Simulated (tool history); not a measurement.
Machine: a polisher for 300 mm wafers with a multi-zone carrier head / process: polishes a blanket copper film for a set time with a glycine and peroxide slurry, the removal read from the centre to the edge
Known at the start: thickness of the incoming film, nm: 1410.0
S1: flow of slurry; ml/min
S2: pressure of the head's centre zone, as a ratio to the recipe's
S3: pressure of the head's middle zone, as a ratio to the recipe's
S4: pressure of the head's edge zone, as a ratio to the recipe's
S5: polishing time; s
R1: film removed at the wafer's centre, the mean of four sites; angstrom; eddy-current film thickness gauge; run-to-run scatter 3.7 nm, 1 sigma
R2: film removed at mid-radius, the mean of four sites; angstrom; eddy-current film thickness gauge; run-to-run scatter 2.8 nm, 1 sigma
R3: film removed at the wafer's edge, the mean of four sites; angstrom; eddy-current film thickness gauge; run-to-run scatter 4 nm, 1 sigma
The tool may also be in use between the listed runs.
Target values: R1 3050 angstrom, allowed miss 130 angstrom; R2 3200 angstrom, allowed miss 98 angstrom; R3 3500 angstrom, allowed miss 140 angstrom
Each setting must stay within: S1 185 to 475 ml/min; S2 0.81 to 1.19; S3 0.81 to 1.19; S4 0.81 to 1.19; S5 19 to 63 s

run	hour	S1	S2	S3	S4	S5	R1	R2	R3
1	0	305	1	1	1	41	2671.9	2667.9	2689
2	3.7	305	1	1	1.02	42	2746.9	2722.2	2796.1
3	5.2	305	1	1	1.04	43	2848.1	2817.4	2851.3
4	12.1	305	0.99	0.99	1.05	44	2874.4	2844.8	2927.7
5	18.9	305	0.99	0.99	1.05	37	2375.1	2435.4	2460.7
6	21	305	0.99	0.99	1.05	29	1893.2	1900.3	1989.1
7	24.6	305	0.98	0.98	1.06	31	2026.4	1966.7	2104.6
8	29.4	305	0.97	0.98	1.07	33	2083.4	2103.5	2240
9	33.4	305	0.97	0.98	1.08	35	2224.4	2213.3	2403.8
10	40.6	305	0.97	0.99	1.09	36	2320.2	2322.9	2453
11	42.3	305	0.96	0.99	1.1	37	2311	2378.2	2545.7
12	43.4	305	0.96	0.99	1.11	38	2372.1	2493.5	2591.1
13	51.6	305	0.96	0.98	1.12	39	2414.2	2516.4	2704.9
14	57.9	315	0.98	1.02	1.18	50	3191.3	3351.7	3555.5

Which one of the following 4 next-run settings gets every result inside its allowed miss? There is exactly one.
A	64.2	290	1.04	0.95	1.19	50	?	?	?
B	64.2	270	1.03	0.99	1.14	51	?	?	?
C	64.2	270	1.01	1.04	1.1	54	?	?	?
D	64.2	215	0.93	0.98	1.12	51	?	?	?

move	R1	R2	R3
A	3384.1	3084.3	3565
B	3400.1	3240.8	3540.3
C	3530.9	3578.1	3678.4
D	3009.3	3160.4	3463.6
A: carries the result that was furthest off beyond its target, to the other side
B: corrects the largest miss of the last run, while another result sits out of spec
C: lands further from the targets than the last run did
D: every result lands within tolerance
The move that meets every target is D.
